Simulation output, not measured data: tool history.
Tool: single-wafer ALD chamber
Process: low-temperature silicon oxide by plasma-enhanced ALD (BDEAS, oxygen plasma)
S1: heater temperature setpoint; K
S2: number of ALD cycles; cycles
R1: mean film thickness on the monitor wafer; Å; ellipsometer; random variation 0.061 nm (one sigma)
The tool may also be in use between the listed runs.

Run 1, day 0.000: S1 383.15 K, S2 57 cycles. Result: R1 84.621 Å.
Run 2, day 0.246: S1 383.15 K, S2 59 cycles. Result: R1 87.356 Å.
Run 3, day 0.379: S1 387.15 K, S2 59 cycles. Result: R1 87.037 Å.
Run 4, day 0.408: S1 387.15 K, S2 51 cycles. Result: R1 75.347 Å.
Run 5, day 0.546: S1 387.15 K, S2 54 cycles. Result: R1 78.163 Å.
Run 6, day 0.625: S1 385.15 K, S2 56 cycles. Result: R1 81.684 Å.

The next listed run, before its measurement:
Run 7, day 0.712: S1 382.15 K, S2 65 cycles. Result: R1 ?.

R1: 96.690 Å
